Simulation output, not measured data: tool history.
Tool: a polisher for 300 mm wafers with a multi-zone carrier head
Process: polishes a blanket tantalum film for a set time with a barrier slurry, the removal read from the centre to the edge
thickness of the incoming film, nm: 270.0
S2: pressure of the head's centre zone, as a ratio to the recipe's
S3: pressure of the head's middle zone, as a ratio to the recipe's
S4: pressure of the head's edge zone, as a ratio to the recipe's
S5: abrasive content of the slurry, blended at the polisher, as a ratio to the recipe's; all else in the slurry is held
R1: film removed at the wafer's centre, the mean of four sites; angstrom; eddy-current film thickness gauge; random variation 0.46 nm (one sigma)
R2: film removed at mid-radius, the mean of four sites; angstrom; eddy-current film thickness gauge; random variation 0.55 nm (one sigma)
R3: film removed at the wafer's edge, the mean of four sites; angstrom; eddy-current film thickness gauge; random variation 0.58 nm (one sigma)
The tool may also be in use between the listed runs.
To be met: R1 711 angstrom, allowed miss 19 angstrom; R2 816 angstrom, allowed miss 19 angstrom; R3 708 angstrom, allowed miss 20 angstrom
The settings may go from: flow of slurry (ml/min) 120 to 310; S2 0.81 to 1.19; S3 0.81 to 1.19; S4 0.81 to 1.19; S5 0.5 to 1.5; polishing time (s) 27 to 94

{"run": 1, "hour": 0.0, "flow of slurry (ml/min)": 200, "S2": 1, "S3": 1, "S4": 1, "S5": 1, "polishing time (s)": 60, "R1": 910.92, "R2": 861.57, "R3": 849.19}
{"run": 2, "hour": 5.4, "flow of slurry (ml/min)": 200, "S2": 1, "S3": 1, "S4": 1, "S5": 1.1, "polishing time (s)": 60, "R1": 948.94, "R2": 898.96, "R3": 888.06}
{"run": 3, "hour": 14.0, "flow of slurry (ml/min)": 200, "S2": 1, "S3": 1, "S4": 1, "S5": 0.9, "polishing time (s)": 60, "R1": 854.83, "R2": 819.85, "R3": 818.27}
{"run": 4, "hour": 20.4, "flow of slurry (ml/min)": 200, "S2": 1, "S3": 1, "S4": 1.07, "S5": 0.9, "polishing time (s)": 60, "R1": 865.4, "R2": 810.26, "R3": 835.76}
{"run": 5, "hour": 26.5, "flow of slurry (ml/min)": 195, "S2": 0.99, "S3": 1.01, "S4": 1.03, "S5": 0.85, "polishing time (s)": 60, "R1": 829.66, "R2": 798.3, "R3": 803.52}
{"run": 6, "hour": 27.0, "flow of slurry (ml/min)": 185, "S2": 0.98, "S3": 1.03, "S4": 1.01, "S5": 0.85, "polishing time (s)": 60, "R1": 810.76, "R2": 796.06, "R3": 777.36}
{"hour": 35.4, "done": "centre zone pressure recalibrated"}
{"run": 7, "hour": 35.4, "flow of slurry (ml/min)": 180, "S2": 0.96, "S3": 1.05, "S4": 1.01, "S5": 0.85, "polishing time (s)": 60, "R1": 766.3, "R2": 822.59, "R3": 775.05}
{"run": 8, "hour": 36.1, "flow of slurry (ml/min)": 175, "S2": 0.96, "S3": 1.06, "S4": 0.99, "S5": 0.85, "polishing time (s)": 60, "R1": 761.05, "R2": 809.27, "R3": 768.92}
{"run": 9, "hour": 44.2, "flow of slurry (ml/min)": 170, "S2": 0.92, "S3": 1.16, "S4": 0.89, "S5": 0.8, "polishing time (s)": 60, "R1": 702.68, "R2": 848.42, "R3": 700.87}
{"run": 10, "hour": 48.7, "flow of slurry (ml/min)": 170, "S2": 0.92, "S3": 1.15, "S4": 0.89, "S5": 0.8, "polishing time (s)": 60, "R1": 702.34, "R2": 850.07, "R3": 708.17}

Which of these 4 next moves meets every target?
{"run": "A", "hour": 53.2, "flow of slurry (ml/min)": 170, "S2": 0.92, "S3": 1.1, "S4": 0.87, "S5": 1.05, "polishing time (s)": 53, "R1": "?", "R2": "?", "R3": "?"}
{"run": "B", "hour": 53.2, "flow of slurry (ml/min)": 185, "S2": 0.86, "S3": 1.03, "S4": 0.89, "S5": 0.6, "polishing time (s)": 80, "R1": "?", "R2": "?", "R3": "?"}
{"run": "C", "hour": 53.2, "flow of slurry (ml/min)": 145, "S2": 0.94, "S3": 1.03, "S4": 0.87, "S5": 0.8, "polishing time (s)": 62, "R1": "?", "R2": "?", "R3": "?"}
{"run": "D", "hour": 53.2, "flow of slurry (ml/min)": 175, "S2": 0.88, "S3": 1.11, "S4": 0.92, "S5": 0.8, "polishing time (s)": 63, "R1": "?", "R2": "?", "R3": "?"}

move=A R1=710.86 R2=815.6 R3=708.58
move=B R1=707.52 R2=810.72 R3=749.5
move=C R1=712.55 R2=762.73 R3=707.8
move=D R1=715.34 R2=857.69 R3=755.46
A: meets every target
B: brings the result that was furthest off to its target, and leaves another outside
C: takes the result that was furthest off past its target
D: further off than the last run
The right move is A.
